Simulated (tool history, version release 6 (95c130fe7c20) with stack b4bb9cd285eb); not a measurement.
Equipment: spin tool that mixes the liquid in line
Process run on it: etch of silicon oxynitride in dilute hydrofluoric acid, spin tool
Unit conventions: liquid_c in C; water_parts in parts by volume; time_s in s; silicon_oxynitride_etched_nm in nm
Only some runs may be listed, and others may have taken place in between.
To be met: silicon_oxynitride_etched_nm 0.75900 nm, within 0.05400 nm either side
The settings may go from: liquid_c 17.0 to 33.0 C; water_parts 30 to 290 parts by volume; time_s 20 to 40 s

run,day,liquid_c,water_parts,time_s,silicon_oxynitride_etched_nm
1,0.000,25.0,160,40,0.39508
2,0.092,25.0,105,40,0.61352
3,0.192,25.5,105,40,0.65310
4,0.454,25.5,105,40,0.62140
5,0.746,23.0,105,40,0.56551
6,0.783,23.0,105,20,0.28385
7,1.021,23.5,105,20,0.28502
8,1.208,24.0,105,20,0.29948
9,1.383,24.0,105,20,0.30732
10,1.458,28.0,40,40,1.90780
11,1.646,27.5,40,40,1.98220
12,1.908,27.0,40,40,1.94960
13,1.933,26.5,40,40,1.84410
14,2.258,26.0,40,40,1.86930
15,2.438,25.0,40,40,1.65290
16,2.675,24.0,40,40,1.63340
17,2.983,23.5,45,40,1.37840
18,3.254,23.0,45,40,1.36380
19,3.571,22.5,45,40,1.37700
20,3.888,22.0,45,40,1.31540
21,4.183,21.5,45,40,1.31340
22,4.454,21.0,45,40,1.27700
23,4.579,20.5,45,40,1.21020

5 next moves are on the table. One of them brings every result within its allowed miss. Which?
A,4.704,20.0,50,35,?
B,4.704,21.0,45,20,?
C,4.704,23.0,35,20,?
D,4.704,22.5,70,35,?
E,4.704,24.0,70,40,?

move,silicon_oxynitride_etched_nm
A,0.91616
B,0.61377
C,0.87796
D,0.72961
E,0.89668
A: closer than the last run, but not yet in spec
B: moves the result that the last run missed by most past its target, out the other side
C: closer than the last run, but not yet in spec
D: hits every target within its allowed miss
E: closer than the last run, but not yet in spec
The move that meets every target is D.
